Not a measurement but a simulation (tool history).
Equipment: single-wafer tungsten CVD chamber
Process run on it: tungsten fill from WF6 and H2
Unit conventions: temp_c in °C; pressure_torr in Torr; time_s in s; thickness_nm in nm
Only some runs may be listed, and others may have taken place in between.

run 1 day=0 | temp_c=385 pressure_torr=51.7 time_s=39.7 | thickness_nm=116.97
run 2 day=0.217 | temp_c=385 pressure_torr=56.2 time_s=39.7 | thickness_nm=121.29
run 3 day=0.254 | temp_c=383 pressure_torr=56.2 time_s=39.7 | thickness_nm=115.54
run 4 day=0.312 | temp_c=389 pressure_torr=56.2 time_s=39.7 | thickness_nm=133.54
run 5 day=0.412 | temp_c=386 pressure_torr=56.2 time_s=39.7 | thickness_nm=124.23
run 6 day=0.642 | temp_c=386 pressure_torr=56.2 time_s=41 | thickness_nm=128.94
run 7 day=0.758 | temp_c=384 pressure_torr=56.2 time_s=41 | thickness_nm=122.95
run 8 day=1.133 | temp_c=382 pressure_torr=56.2 time_s=41 | thickness_nm=116.95

Run 9 comes next. What will it give?
run 9 day=1.246 | temp_c=381 pressure_torr=56.2 time_s=41 | thickness_nm=?

thickness_nm: 114.52 nm
